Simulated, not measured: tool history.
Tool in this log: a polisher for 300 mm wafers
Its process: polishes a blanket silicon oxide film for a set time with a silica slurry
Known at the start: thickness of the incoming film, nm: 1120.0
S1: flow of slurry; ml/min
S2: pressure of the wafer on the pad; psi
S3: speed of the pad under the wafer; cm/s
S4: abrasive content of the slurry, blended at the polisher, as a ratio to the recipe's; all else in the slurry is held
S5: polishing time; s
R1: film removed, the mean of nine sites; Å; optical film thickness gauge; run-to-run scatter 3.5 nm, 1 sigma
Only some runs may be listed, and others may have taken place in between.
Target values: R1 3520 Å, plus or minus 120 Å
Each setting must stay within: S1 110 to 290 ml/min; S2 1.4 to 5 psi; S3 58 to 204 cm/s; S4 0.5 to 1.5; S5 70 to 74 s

run,hour,S1,S2,S3,S4,S5,R1
1,0,185,3.2,130,1,70,1699.2
2,1,185,3.7,130,1,70,1882.6
3,5.4,190,3.9,138,1,70,2086
4,13.4,155,3.9,138,1,70,1998.8
5,22.2,165,4.1,144,1,70,2227.9
6,24.9,165,4.1,172,1,70,2501.9
7,32.8,175,4.3,174,1,70,2687.4
8,37.9,180,4.4,176,1,70,2852.7
9,42.1,180,4.4,176,1,70,2779.2
10,46.5,185,4.5,178,1,70,2865.9
11,53.3,185,4.6,182,1,70,3020.9
12,61.8,200,5,186,1,70,3300
13,63.8,200,5,188,1,70,3301.1
14,67.6,200,5,190,1,70,3359

Exercise: of the 5 proposed moves below, exactly one satisfies all targets within the stated allowed misses. Which move is it?
A,71.4,165,4.8,186,1,74,?
B,71.4,215,5,200,1.1,72,?
C,71.4,205,4.8,184,1.05,72,?
D,71.4,180,4.7,174,1.1,71,?
E,71.4,205,5,192,0.95,74,?

move,R1
A,3267.5
B,3820.9
C,3342.7
D,3118.3
E,3474
A: moves away from the targets compared with the last run
B: the result that was furthest off in the last run now lies on the other side of its target
C: moves away from the targets compared with the last run
D: moves away from the targets compared with the last run
E: meets every target
The move that meets every target is E.

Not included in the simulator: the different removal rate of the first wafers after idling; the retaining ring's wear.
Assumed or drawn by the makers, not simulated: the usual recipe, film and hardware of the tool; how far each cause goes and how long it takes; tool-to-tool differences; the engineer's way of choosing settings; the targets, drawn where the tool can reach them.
